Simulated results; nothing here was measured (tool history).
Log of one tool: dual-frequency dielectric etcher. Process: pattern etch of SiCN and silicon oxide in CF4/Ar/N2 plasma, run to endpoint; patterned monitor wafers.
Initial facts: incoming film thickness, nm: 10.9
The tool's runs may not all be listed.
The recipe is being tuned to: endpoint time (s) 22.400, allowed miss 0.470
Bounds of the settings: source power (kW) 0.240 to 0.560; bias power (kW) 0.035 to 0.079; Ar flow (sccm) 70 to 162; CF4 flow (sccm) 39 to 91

Run 1, day 0.000: source power (kW) 0.400, bias power (kW) 0.057, Ar flow (sccm) 116, CF4 flow (sccm) 65. Result: endpoint time (s) 15.261.
Run 2, day 0.308: source power (kW) 0.370, bias power (kW) 0.056, Ar flow (sccm) 117, CF4 flow (sccm) 65. Result: endpoint time (s) 16.546.
Run 3, day 0.421: source power (kW) 0.370, bias power (kW) 0.056, Ar flow (sccm) 117, CF4 flow (sccm) 55. Result: endpoint time (s) 17.107.
Run 4, day 0.771: source power (kW) 0.370, bias power (kW) 0.056, Ar flow (sccm) 117, CF4 flow (sccm) 61. Result: endpoint time (s) 16.703.
Run 5, day 1.079: source power (kW) 0.350, bias power (kW) 0.056, Ar flow (sccm) 117, CF4 flow (sccm) 61. Result: endpoint time (s) 17.631.
Run 6, day 1.283: source power (kW) 0.380, bias power (kW) 0.056, Ar flow (sccm) 117, CF4 flow (sccm) 61. Result: endpoint time (s) 16.273.
Run 7, day 1.529: source power (kW) 0.360, bias power (kW) 0.056, Ar flow (sccm) 117, CF4 flow (sccm) 61. Result: endpoint time (s) 16.975.
Run 8, day 1.846: source power (kW) 0.340, bias power (kW) 0.055, Ar flow (sccm) 118, CF4 flow (sccm) 61. Result: endpoint time (s) 18.226.
Run 9, day 2.162: source power (kW) 0.330, bias power (kW) 0.055, Ar flow (sccm) 118, CF4 flow (sccm) 61. Result: endpoint time (s) 18.727.
Run 10, day 2.312: source power (kW) 0.250, bias power (kW) 0.054, Ar flow (sccm) 119, CF4 flow (sccm) 61. Result: endpoint time (s) 24.176.

4 candidate next runs follow, results not yet known. Just one meets every target within its allowed miss. Identify it.
Run A, day 2.462: source power (kW) 0.350, bias power (kW) 0.035, Ar flow (sccm) 89, CF4 flow (sccm) 64. Result: endpoint time (s) ?.
Run B, day 2.462: source power (kW) 0.240, bias power (kW) 0.052, Ar flow (sccm) 114, CF4 flow (sccm) 53. Result: endpoint time (s) ?.
Run C, day 2.462: source power (kW) 0.270, bias power (kW) 0.054, Ar flow (sccm) 121, CF4 flow (sccm) 54. Result: endpoint time (s) ?.
Run D, day 2.462: source power (kW) 0.270, bias power (kW) 0.053, Ar flow (sccm) 117, CF4 flow (sccm) 64. Result: endpoint time (s) ?.

move  endpoint time (s)
   A             21.667
   B             26.099
   C             23.142
   D             22.502
A: moves the result that the last run missed by most past its target, out the other side
B: the biggest miss grows against the last run
C: an improvement on the last run, though not all results are within tolerance
D: every result within its allowed miss
Answer: D
